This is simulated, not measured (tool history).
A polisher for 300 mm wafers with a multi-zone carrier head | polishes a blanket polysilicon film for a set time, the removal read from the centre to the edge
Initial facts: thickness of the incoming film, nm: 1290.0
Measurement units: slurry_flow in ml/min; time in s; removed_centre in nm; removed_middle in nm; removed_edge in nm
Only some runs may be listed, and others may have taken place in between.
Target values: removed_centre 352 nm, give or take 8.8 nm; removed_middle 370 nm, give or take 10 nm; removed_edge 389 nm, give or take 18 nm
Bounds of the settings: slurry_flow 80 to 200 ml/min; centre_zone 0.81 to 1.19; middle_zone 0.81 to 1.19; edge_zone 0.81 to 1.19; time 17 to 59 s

| run | day | slurry_flow | centre_zone | middle_zone | edge_zone | time | removed_centre | removed_middle | removed_edge |
|---|---|---|---|---|---|---|---|---|---|
| 1 | 0 | 130 | 1 | 1 | 1 | 38 | 385.03 | 413.93 | 441.72 |
| 2 | 0.125 | 130 | 1 | 1 | 1 | 45 | 449.74 | 488.18 | 512.19 |
| 3 | 0.275 | 130 | 1 | 1 | 1 | 49 | 507.06 | 538.89 | 556.04 |
| 4 | 0.467 | 130 | 1 | 1 | 1.06 | 49 | 497.21 | 535.31 | 564.63 |
|  | 0.629 | centre zone pressure recalibrated |
| 5 | 0.629 | 125 | 1 | 0.99 | 1.02 | 46 | 497.59 | 487.24 | 509.46 |
| 6 | 0.7 | 125 | 0.96 | 0.98 | 1 | 44 | 452.3 | 468 | 494.78 |
| 7 | 0.879 | 95 | 0.95 | 0.96 | 0.9 | 35 | 325.66 | 336.56 | 355.56 |
| 8 | 1.108 | 105 | 0.95 | 0.96 | 0.91 | 35 | 337.82 | 345.63 | 364.06 |
| 9 | 1.154 | 110 | 0.95 | 0.96 | 0.92 | 35 | 343.62 | 356.28 | 368.06 |
| 10 | 1.329 | 110 | 0.95 | 0.96 | 0.93 | 35 | 345.97 | 354.59 | 372.71 |
| 11 | 1.533 | 115 | 0.95 | 0.96 | 0.94 | 35 | 344.99 | 358.03 | 368.85 |
| 12 | 1.558 | 115 | 0.96 | 0.97 | 0.95 | 35 | 353.97 | 357.4 | 379.67 |

Which one of the following 5 next-run settings gets every result inside its allowed miss? There is exactly one.
| A | 1.583 | 115 | 0.92 | 0.86 | 0.92 | 36 | ? | ? | ? |
| B | 1.583 | 120 | 0.95 | 0.92 | 0.85 | 35 | ? | ? | ? |
| C | 1.583 | 135 | 0.95 | 0.96 | 0.88 | 33 | ? | ? | ? |
| D | 1.583 | 140 | 0.89 | 0.91 | 0.88 | 36 | ? | ? | ? |
| E | 1.583 | 90 | 0.99 | 0.96 | 1.09 | 37 | ? | ? | ? |

| move | removed_centre | removed_middle | removed_edge |
|---|---|---|---|
| A | 349.66 | 334.74 | 391.96 |
| B | 355.9 | 348.05 | 370.21 |
| C | 346.86 | 349.95 | 361.58 |
| D | 357.46 | 368.18 | 396.99 |
| E | 353.75 | 348.46 | 414.38 |
A: further off than the last run
B: further off than the last run
C: further off than the last run
D: hits every target within its allowed miss
E: further off than the last run
The right move is D.

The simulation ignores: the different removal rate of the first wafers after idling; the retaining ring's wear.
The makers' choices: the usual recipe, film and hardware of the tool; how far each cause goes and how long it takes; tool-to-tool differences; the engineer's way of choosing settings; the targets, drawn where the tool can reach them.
